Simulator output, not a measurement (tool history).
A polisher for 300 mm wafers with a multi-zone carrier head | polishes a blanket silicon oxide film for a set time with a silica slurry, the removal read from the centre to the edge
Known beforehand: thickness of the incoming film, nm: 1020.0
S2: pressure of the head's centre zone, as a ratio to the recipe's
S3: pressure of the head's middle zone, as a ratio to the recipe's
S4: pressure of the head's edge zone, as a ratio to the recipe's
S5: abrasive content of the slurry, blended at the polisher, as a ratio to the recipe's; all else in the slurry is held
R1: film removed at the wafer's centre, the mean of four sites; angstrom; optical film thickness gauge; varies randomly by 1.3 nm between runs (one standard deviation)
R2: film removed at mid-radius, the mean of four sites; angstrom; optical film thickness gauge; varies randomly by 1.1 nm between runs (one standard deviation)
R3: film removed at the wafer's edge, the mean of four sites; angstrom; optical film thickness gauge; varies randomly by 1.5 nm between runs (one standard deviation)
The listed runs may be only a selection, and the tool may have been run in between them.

Run 1, hour 0.0: flow of slurry (ml/min) 160, S2 1.00, S3 1.00, S4 1.00, S5 1.00, polishing time (s) 46. Result: R1 1398.3 angstrom, R2 1429.1 angstrom, R3 1444.8 angstrom.
Run 2, hour 3.7: flow of slurry (ml/min) 175, S2 1.03, S3 1.02, S4 1.03, S5 1.00, polishing time (s) 46. Result: R1 1446.5 angstrom, R2 1462.8 angstrom, R3 1475.6 angstrom.
Run 3, hour 7.4: flow of slurry (ml/min) 175, S2 1.03, S3 1.02, S4 1.03, S5 1.10, polishing time (s) 46. Result: R1 1496.9 angstrom, R2 1509.0 angstrom, R3 1513.3 angstrom.
Run 4, hour 12.5: flow of slurry (ml/min) 175, S2 1.03, S3 1.02, S4 1.03, S5 1.30, polishing time (s) 46. Result: R1 1574.5 angstrom, R2 1590.6 angstrom, R3 1608.6 angstrom.
Run 5, hour 18.0: flow of slurry (ml/min) 185, S2 1.05, S3 1.03, S4 1.04, S5 1.30, polishing time (s) 46. Result: R1 1612.8 angstrom, R2 1604.2 angstrom, R3 1610.8 angstrom.
Run 6, hour 20.5: flow of slurry (ml/min) 190, S2 1.07, S3 1.04, S4 1.05, S5 1.35, polishing time (s) 46. Result: R1 1676.3 angstrom, R2 1654.2 angstrom, R3 1665.9 angstrom.
Run 7, hour 28.1: flow of slurry (ml/min) 200, S2 1.08, S3 1.05, S4 1.05, S5 1.35, polishing time (s) 46. Result: R1 1692.9 angstrom, R2 1689.3 angstrom, R3 1657.3 angstrom.

Run 8, settings as shown, results not yet in. Your forecast:
Run 8, hour 29.3: flow of slurry (ml/min) 205, S2 1.09, S3 1.05, S4 1.06, S5 1.35, polishing time (s) 46. Result: R1 ?, R2 ?, R3 ?.

For run 8 the tool returned R1 1714.6 angstrom, R2 1684.0 angstrom, R3 1687.7 angstrom.
